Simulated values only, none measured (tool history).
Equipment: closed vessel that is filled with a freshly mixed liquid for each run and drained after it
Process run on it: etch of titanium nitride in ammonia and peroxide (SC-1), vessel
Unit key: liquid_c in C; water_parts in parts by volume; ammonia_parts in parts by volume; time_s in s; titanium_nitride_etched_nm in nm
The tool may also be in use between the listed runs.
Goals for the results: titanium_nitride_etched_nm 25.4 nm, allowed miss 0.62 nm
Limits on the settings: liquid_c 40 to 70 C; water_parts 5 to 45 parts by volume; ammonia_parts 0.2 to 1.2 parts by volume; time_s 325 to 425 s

Run 1, hour 0: liquid_c 56 C, water_parts 25 parts by volume, ammonia_parts 0.9 parts by volume, time_s 425 s. Result: titanium_nitride_etched_nm 31.991 nm.
Run 2, hour 3: liquid_c 55 C, water_parts 25 parts by volume, ammonia_parts 0.9 parts by volume, time_s 425 s. Result: titanium_nitride_etched_nm 30.367 nm.
Run 3, hour 9.4: liquid_c 54 C, water_parts 25 parts by volume, ammonia_parts 0.9 parts by volume, time_s 425 s. Result: titanium_nitride_etched_nm 27.75 nm.
Run 4, hour 10.3: liquid_c 49.5 C, water_parts 25 parts by volume, ammonia_parts 0.9 parts by volume, time_s 425 s. Result: titanium_nitride_etched_nm 20.377 nm.
Run 5, hour 18.9: liquid_c 49.5 C, water_parts 25 parts by volume, ammonia_parts 0.9 parts by volume, time_s 325 s. Result: titanium_nitride_etched_nm 15.776 nm.
Run 6, hour 25.2: liquid_c 49.5 C, water_parts 25 parts by volume, ammonia_parts 1.05 parts by volume, time_s 325 s. Result: titanium_nitride_etched_nm 16.206 nm.
Run 7, hour 26.2: liquid_c 51 C, water_parts 25 parts by volume, ammonia_parts 1.05 parts by volume, time_s 325 s. Result: titanium_nitride_etched_nm 18.292 nm.
Run 8, hour 30.4: liquid_c 56.5 C, water_parts 25 parts by volume, ammonia_parts 1.05 parts by volume, time_s 325 s. Result: titanium_nitride_etched_nm 26.217 nm.

Pick the move, out of 5, that brings all results within their allowed miss; only one does.
Run A, hour 34.6: liquid_c 54.5 C, water_parts 26 parts by volume, ammonia_parts 0.95 parts by volume, time_s 375 s. Result: titanium_nitride_etched_nm ?.
Run B, hour 34.6: liquid_c 53 C, water_parts 22.5 parts by volume, ammonia_parts 1.05 parts by volume, time_s 395 s. Result: titanium_nitride_etched_nm ?.
Run C, hour 34.6: liquid_c 56.5 C, water_parts 23 parts by volume, ammonia_parts 1.05 parts by volume, time_s 325 s. Result: titanium_nitride_etched_nm ?.
Run D, hour 34.6: liquid_c 60 C, water_parts 31.5 parts by volume, ammonia_parts 0.75 parts by volume, time_s 330 s. Result: titanium_nitride_etched_nm ?.
Run E, hour 34.6: liquid_c 55.5 C, water_parts 32.5 parts by volume, ammonia_parts 1.2 parts by volume, time_s 410 s. Result: titanium_nitride_etched_nm ?.

move  titanium_nitride_etched_nm
   A                      25.362
   B                        26.6
   C                      27.402
   D                      27.676
   E                      27.302
A: all results land within tolerance of their targets
B: the biggest miss grows against the last run
C: the biggest miss grows against the last run
D: the biggest miss grows against the last run
E: the biggest miss grows against the last run
Correct choice: A, which meets every target

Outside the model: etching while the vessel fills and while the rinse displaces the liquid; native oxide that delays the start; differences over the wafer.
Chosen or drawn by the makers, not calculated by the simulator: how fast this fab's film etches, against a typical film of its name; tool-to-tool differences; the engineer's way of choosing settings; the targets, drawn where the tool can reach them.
